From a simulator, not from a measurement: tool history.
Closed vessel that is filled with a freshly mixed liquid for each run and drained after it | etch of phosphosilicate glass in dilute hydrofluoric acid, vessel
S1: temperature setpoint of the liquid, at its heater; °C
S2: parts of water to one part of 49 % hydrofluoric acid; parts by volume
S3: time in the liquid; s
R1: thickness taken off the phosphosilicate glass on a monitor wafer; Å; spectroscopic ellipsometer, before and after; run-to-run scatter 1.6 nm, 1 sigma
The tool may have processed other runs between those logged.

run	hour	S1	S2	S3	R1
1	0	24	75	85	1845.2
2	1.1	24	75	95	2054.3
3	9.6	25	75	95	2135.2
4	18.4	25	90	95	1742.6
5	27	25	90	85	1557.7
6	32.3	28	90	85	1763.9

The next listed run, before its measurement:
7	40	28.5	90	85	?

R1: 1782.3 Å
